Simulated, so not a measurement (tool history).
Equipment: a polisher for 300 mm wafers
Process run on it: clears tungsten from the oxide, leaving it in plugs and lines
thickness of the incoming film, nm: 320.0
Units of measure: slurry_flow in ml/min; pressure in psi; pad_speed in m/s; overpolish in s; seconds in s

run,hour,slurry_flow,pressure,pad_speed,slurry_solids,overpolish,seconds
1,0,125,3,1.2,1,20,53.562
2,7.6,125,3,1.2,1,22,53.552
3,13.3,125,3,1.2,1,20,53.932
4,18.9,155,3,1.2,1,20,52.94
5,21,155,3,1.2,0.9,20,52.308
6,26.4,155,2.4,1.2,0.9,20,63.251
7,33,155,2.2,1.12,0.9,20,70.093
8,41.5,155,2,1.04,0.9,20,84.09
9,49.6,155,1.9,1.02,0.9,20,86.655
10,58.6,155,1.8,0.98,0.9,20,94.418
11,60.1,155,1.7,0.96,0.9,20,98.442

Estimate the outcome of run 12 from the log above:
12,60.7,155,1.6,0.94,0.9,20,?

Logged for run 12: seconds 106.96 s.

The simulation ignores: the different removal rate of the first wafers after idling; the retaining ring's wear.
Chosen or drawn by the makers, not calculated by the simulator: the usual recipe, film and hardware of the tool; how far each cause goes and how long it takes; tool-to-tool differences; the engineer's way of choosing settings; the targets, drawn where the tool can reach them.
